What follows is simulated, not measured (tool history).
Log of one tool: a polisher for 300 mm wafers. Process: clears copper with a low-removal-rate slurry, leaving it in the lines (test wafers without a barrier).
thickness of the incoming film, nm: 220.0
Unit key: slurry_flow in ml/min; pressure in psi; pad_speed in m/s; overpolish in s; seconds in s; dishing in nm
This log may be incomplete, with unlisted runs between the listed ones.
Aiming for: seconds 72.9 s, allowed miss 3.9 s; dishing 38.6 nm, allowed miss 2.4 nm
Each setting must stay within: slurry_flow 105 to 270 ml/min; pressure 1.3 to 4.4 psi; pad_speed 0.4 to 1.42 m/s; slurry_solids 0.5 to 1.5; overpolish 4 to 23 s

Run 1, hour 0: slurry_flow 175 ml/min, pressure 2.8 psi, pad_speed 0.9 m/s, slurry_solids 1, overpolish 12 s. Result: seconds 109.8 s, dishing 18.822 nm.
Run 2, hour 8.7: slurry_flow 175 ml/min, pressure 3 psi, pad_speed 0.9 m/s, slurry_solids 1, overpolish 13 s. Result: seconds 100.65 s, dishing 21.301 nm.
Run 3, hour 17.5: slurry_flow 175 ml/min, pressure 3 psi, pad_speed 0.9 m/s, slurry_solids 1, overpolish 9 s. Result: seconds 100.15 s, dishing 15.231 nm.
Run 4, hour 19.3: slurry_flow 175 ml/min, pressure 3.1 psi, pad_speed 0.9 m/s, slurry_solids 1, overpolish 10 s. Result: seconds 97.194 s, dishing 17.186 nm.
Run 5, hour 24.1: slurry_flow 175 ml/min, pressure 3.2 psi, pad_speed 0.9 m/s, slurry_solids 1, overpolish 11 s. Result: seconds 96.576 s, dishing 19.131 nm.
Run 6, hour 28.9: slurry_flow 175 ml/min, pressure 3.2 psi, pad_speed 0.9 m/s, slurry_solids 1.1, overpolish 11 s. Result: seconds 94.139 s, dishing 19.907 nm.
Run 7, hour 35.7: slurry_flow 175 ml/min, pressure 3.3 psi, pad_speed 0.9 m/s, slurry_solids 1.1, overpolish 12 s. Result: seconds 91.573 s, dishing 22.035 nm.
Run 8, hour 37.8: slurry_flow 175 ml/min, pressure 3.4 psi, pad_speed 0.9 m/s, slurry_solids 1.1, overpolish 13 s. Result: seconds 88.047 s, dishing 23.651 nm.
Run 9, hour 44.2: slurry_flow 175 ml/min, pressure 3.5 psi, pad_speed 0.9 m/s, slurry_solids 1.1, overpolish 14 s. Result: seconds 87.691 s, dishing 26.353 nm.
Run 10, hour 50: slurry_flow 175 ml/min, pressure 3.6 psi, pad_speed 0.9 m/s, slurry_solids 1.1, overpolish 14 s. Result: seconds 85.009 s, dishing 27.002 nm.

Of the 4 settings listed for the next run, only one would bring every result within its allowed miss of target. Which one?
Run A, hour 55.8: slurry_flow 160 ml/min, pressure 4 psi, pad_speed 1 m/s, slurry_solids 1.05, overpolish 21 s. Result: seconds ?, dishing ?.
Run B, hour 55.8: slurry_flow 125 ml/min, pressure 4 psi, pad_speed 1.22 m/s, slurry_solids 0.9, overpolish 18 s. Result: seconds ?, dishing ?.
Run C, hour 55.8: slurry_flow 185 ml/min, pressure 3.8 psi, pad_speed 0.98 m/s, slurry_solids 1.15, overpolish 18 s. Result: seconds ?, dishing ?.
Run D, hour 55.8: slurry_flow 190 ml/min, pressure 4.1 psi, pad_speed 0.96 m/s, slurry_solids 1, overpolish 15 s. Result: seconds ?, dishing ?.

move  seconds  dishing
   A   72.755   45.138
   B   64.821   43.639
   C    74.11   38.699
   D   73.381   33.228
A: takes the biggest miss from the last run beyond its target
B: takes the biggest miss from the last run beyond its target
C: each result inside its tolerance
D: an improvement on the last run, though not all results are within tolerance
C is the move that brings every result within its allowed miss.

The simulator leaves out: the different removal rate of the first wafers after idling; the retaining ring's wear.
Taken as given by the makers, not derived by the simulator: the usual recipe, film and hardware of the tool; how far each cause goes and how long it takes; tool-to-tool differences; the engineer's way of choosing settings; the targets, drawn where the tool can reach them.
